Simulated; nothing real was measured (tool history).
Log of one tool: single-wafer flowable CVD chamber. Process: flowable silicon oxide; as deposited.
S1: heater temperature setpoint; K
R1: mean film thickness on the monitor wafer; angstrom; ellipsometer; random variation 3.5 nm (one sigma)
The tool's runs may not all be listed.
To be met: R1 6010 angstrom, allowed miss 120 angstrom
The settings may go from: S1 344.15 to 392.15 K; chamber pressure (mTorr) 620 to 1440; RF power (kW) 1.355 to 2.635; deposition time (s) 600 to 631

{"run": 1, "hour": 0.0, "S1": 368.15, "chamber pressure (mTorr)": 1030, "RF power (kW)": 1.995, "deposition time (s)": 631, "R1": 7552.5}
{"run": 2, "hour": 7.7, "S1": 368.15, "chamber pressure (mTorr)": 1030, "RF power (kW)": 2.16, "deposition time (s)": 631, "R1": 7664.6}
{"run": 3, "hour": 16.1, "S1": 368.15, "chamber pressure (mTorr)": 1160, "RF power (kW)": 2.16, "deposition time (s)": 631, "R1": 8629.5}
{"run": 4, "hour": 24.2, "S1": 368.15, "chamber pressure (mTorr)": 1160, "RF power (kW)": 1.885, "deposition time (s)": 631, "R1": 8379}
{"run": 5, "hour": 26.7, "S1": 368.15, "chamber pressure (mTorr)": 1260, "RF power (kW)": 1.885, "deposition time (s)": 631, "R1": 9044.4}
{"run": 6, "hour": 32.2, "S1": 368.15, "chamber pressure (mTorr)": 1260, "RF power (kW)": 2.055, "deposition time (s)": 631, "R1": 9224}
{"run": 7, "hour": 36.9, "S1": 371.15, "chamber pressure (mTorr)": 1260, "RF power (kW)": 2.055, "deposition time (s)": 631, "R1": 8297.8}
{"run": 8, "hour": 40.4, "S1": 373.15, "chamber pressure (mTorr)": 1260, "RF power (kW)": 2.055, "deposition time (s)": 631, "R1": 7786.8}
{"run": 9, "hour": 41.2, "S1": 375.15, "chamber pressure (mTorr)": 1260, "RF power (kW)": 2.055, "deposition time (s)": 631, "R1": 7321.5}
{"run": 10, "hour": 44.0, "S1": 376.15, "chamber pressure (mTorr)": 1260, "RF power (kW)": 2.055, "deposition time (s)": 631, "R1": 7061.3}
{"run": 11, "hour": 45.0, "S1": 377.15, "chamber pressure (mTorr)": 1260, "RF power (kW)": 2.055, "deposition time (s)": 631, "R1": 6785.3}
{"run": 12, "hour": 49.8, "S1": 381.15, "chamber pressure (mTorr)": 1260, "RF power (kW)": 2.055, "deposition time (s)": 631, "R1": 5911.7}

4 next moves are on the table. One of them brings every result within its allowed miss. Which?
{"run": "A", "hour": 54.6, "S1": 382.15, "chamber pressure (mTorr)": 1300, "RF power (kW)": 2.015, "deposition time (s)": 631, "R1": "?"}
{"run": "B", "hour": 54.6, "S1": 379.15, "chamber pressure (mTorr)": 1220, "RF power (kW)": 1.94, "deposition time (s)": 631, "R1": "?"}
{"run": "C", "hour": 54.6, "S1": 384.15, "chamber pressure (mTorr)": 1440, "RF power (kW)": 1.905, "deposition time (s)": 631, "R1": "?"}
{"run": "D", "hour": 54.6, "S1": 385.15, "chamber pressure (mTorr)": 1440, "RF power (kW)": 2.125, "deposition time (s)": 631, "R1": "?"}

move=A R1=5786.2
move=B R1=5978.3
move=C R1=5792.7
move=D R1=5783.8
A: further off than the last run
B: meets every target
C: further off than the last run
D: further off than the last run
Answer: B

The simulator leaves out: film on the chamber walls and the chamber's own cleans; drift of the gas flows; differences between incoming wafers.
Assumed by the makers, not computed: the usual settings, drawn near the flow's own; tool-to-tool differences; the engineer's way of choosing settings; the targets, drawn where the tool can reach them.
